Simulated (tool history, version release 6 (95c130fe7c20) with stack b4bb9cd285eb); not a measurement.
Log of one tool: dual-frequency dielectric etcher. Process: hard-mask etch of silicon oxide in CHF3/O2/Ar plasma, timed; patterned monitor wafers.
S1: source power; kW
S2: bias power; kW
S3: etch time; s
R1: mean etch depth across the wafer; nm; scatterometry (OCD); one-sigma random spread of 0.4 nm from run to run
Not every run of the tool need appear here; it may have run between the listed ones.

Run 1, day 0.000: S1 0.630 kW, S2 0.120 kW, S3 34.5 s. Result: R1 62.608 nm.
Run 2, day 0.288: S1 0.630 kW, S2 0.138 kW, S3 34.5 s. Result: R1 65.010 nm.
Run 3, day 0.367: S1 0.630 kW, S2 0.138 kW, S3 34.5 s. Result: R1 65.838 nm.
Run 4, day 0.538: S1 0.630 kW, S2 0.120 kW, S3 34.5 s. Result: R1 62.527 nm.
Run 5, day 0.892: S1 0.570 kW, S2 0.120 kW, S3 34.5 s. Result: R1 59.041 nm.
Run 6, day 1.254: S1 0.630 kW, S2 0.123 kW, S3 34.5 s. Result: R1 62.861 nm.
Run 7, day 1.454: S1 0.680 kW, S2 0.126 kW, S3 34.5 s. Result: R1 65.981 nm.

Predict the results of run 8:
Run 8, day 1.475: S1 0.710 kW, S2 0.128 kW, S3 34.5 s. Result: R1 ?.

Run 8 came out at R1 66.932 nm.

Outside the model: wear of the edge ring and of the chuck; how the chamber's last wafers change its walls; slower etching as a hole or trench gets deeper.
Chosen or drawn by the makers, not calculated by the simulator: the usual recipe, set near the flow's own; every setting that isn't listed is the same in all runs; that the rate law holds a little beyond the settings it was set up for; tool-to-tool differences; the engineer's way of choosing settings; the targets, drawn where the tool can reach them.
